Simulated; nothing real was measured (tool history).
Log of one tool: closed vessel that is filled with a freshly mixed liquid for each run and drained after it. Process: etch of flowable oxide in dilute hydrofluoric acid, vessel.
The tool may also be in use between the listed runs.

run,hour,temperature setpoint of the liquid (C),parts of water to one part of 49 % hydrofluoric acid (parts by volume),time in the liquid (s),thickness taken off the flowable oxide on a monitor wafer (nm)
1,0.0,22.0,280,425,56.634
2,0.5,24.0,220,425,81.210
3,4.7,24.0,220,425,82.774
4,12.3,22.0,220,425,76.255
5,19.6,24.0,180,425,105.590
6,23.8,24.0,145,425,137.540
7,31.6,25.5,135,425,156.040
8,37.4,26.5,130,425,169.140

The next listed run, before its measurement:
9,38.8,27.5,130,425,?

Run 9 gave thickness taken off the flowable oxide on a monitor wafer (nm) 176.240.
